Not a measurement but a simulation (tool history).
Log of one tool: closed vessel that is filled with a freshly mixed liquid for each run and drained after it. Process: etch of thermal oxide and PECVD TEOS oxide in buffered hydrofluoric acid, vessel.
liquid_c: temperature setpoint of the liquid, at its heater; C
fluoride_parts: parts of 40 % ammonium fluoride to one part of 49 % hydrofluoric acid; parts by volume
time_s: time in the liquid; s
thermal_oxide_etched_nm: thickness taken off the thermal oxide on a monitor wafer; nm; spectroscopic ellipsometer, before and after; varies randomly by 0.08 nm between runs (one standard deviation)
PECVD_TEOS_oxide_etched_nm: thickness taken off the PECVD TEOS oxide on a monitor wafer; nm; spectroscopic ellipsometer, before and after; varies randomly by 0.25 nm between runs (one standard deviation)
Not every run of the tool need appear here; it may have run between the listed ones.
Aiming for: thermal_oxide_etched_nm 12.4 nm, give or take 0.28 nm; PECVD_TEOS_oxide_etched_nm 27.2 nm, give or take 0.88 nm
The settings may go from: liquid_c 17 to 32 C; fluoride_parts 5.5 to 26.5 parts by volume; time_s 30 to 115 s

Run 1, hour 0: liquid_c 25 C, fluoride_parts 16 parts by volume, time_s 60 s. Result: thermal_oxide_etched_nm 39.143 nm, PECVD_TEOS_oxide_etched_nm 88.604 nm.
Run 2, hour 3.1: liquid_c 23 C, fluoride_parts 18.5 parts by volume, time_s 60 s. Result: thermal_oxide_etched_nm 30.847 nm, PECVD_TEOS_oxide_etched_nm 67.19 nm.
Run 3, hour 9.7: liquid_c 23 C, fluoride_parts 18.5 parts by volume, time_s 80 s. Result: thermal_oxide_etched_nm 41.092 nm, PECVD_TEOS_oxide_etched_nm 89.625 nm.
Run 4, hour 13.8: liquid_c 20 C, fluoride_parts 18.5 parts by volume, time_s 80 s. Result: thermal_oxide_etched_nm 34.706 nm, PECVD_TEOS_oxide_etched_nm 77.676 nm.
Run 5, hour 22.5: liquid_c 19.5 C, fluoride_parts 20.5 parts by volume, time_s 75 s. Result: thermal_oxide_etched_nm 29.733 nm, PECVD_TEOS_oxide_etched_nm 64.442 nm.
Run 6, hour 27.2: liquid_c 22 C, fluoride_parts 20.5 parts by volume, time_s 75 s. Result: thermal_oxide_etched_nm 33.568 nm, PECVD_TEOS_oxide_etched_nm 74.189 nm.
Run 7, hour 28.1: liquid_c 21 C, fluoride_parts 22 parts by volume, time_s 70 s. Result: thermal_oxide_etched_nm 28.307 nm, PECVD_TEOS_oxide_etched_nm 62.637 nm.
Run 8, hour 31.8: liquid_c 17 C, fluoride_parts 26.5 parts by volume, time_s 40 s. Result: thermal_oxide_etched_nm 11.349 nm, PECVD_TEOS_oxide_etched_nm 25.016 nm.
Run 9, hour 39.2: liquid_c 17.5 C, fluoride_parts 26.5 parts by volume, time_s 40 s. Result: thermal_oxide_etched_nm 11.737 nm, PECVD_TEOS_oxide_etched_nm 26.08 nm.
Run 10, hour 40.5: liquid_c 17.5 C, fluoride_parts 26.5 parts by volume, time_s 40 s. Result: thermal_oxide_etched_nm 11.653 nm, PECVD_TEOS_oxide_etched_nm 25.503 nm.
Run 11, hour 46.8: liquid_c 18 C, fluoride_parts 26.5 parts by volume, time_s 40 s. Result: thermal_oxide_etched_nm 12.061 nm, PECVD_TEOS_oxide_etched_nm 26.81 nm.

Below are 5 possible settings for the next run. Only one of them brings all results inside the allowed miss of their targets. Which is it?
Run A, hour 53.1: liquid_c 18 C, fluoride_parts 25.5 parts by volume, time_s 40 s. Result: thermal_oxide_etched_nm ?, PECVD_TEOS_oxide_etched_nm ?.
Run B, hour 53.1: liquid_c 18.5 C, fluoride_parts 24.5 parts by volume, time_s 40 s. Result: thermal_oxide_etched_nm ?, PECVD_TEOS_oxide_etched_nm ?.
Run C, hour 53.1: liquid_c 17 C, fluoride_parts 21.5 parts by volume, time_s 40 s. Result: thermal_oxide_etched_nm ?, PECVD_TEOS_oxide_etched_nm ?.
Run D, hour 53.1: liquid_c 19.5 C, fluoride_parts 26 parts by volume, time_s 40 s. Result: thermal_oxide_etched_nm ?, PECVD_TEOS_oxide_etched_nm ?.
Run E, hour 53.1: liquid_c 17.5 C, fluoride_parts 26.5 parts by volume, time_s 45 s. Result: thermal_oxide_etched_nm ?, PECVD_TEOS_oxide_etched_nm ?.

move  thermal_oxide_etched_nm  PECVD_TEOS_oxide_etched_nm
   A                   12.383                      27.199
   B                   13.099                      28.771
   C                   13.162                      28.909
   D                   13.304                      29.221
   E                   13.183                      28.955
A: hits every target within its allowed miss
B: takes the result that was furthest off past its target
C: takes the result that was furthest off past its target
D: takes the result that was furthest off past its target
E: takes the result that was furthest off past its target
Correct choice: A, which meets every target
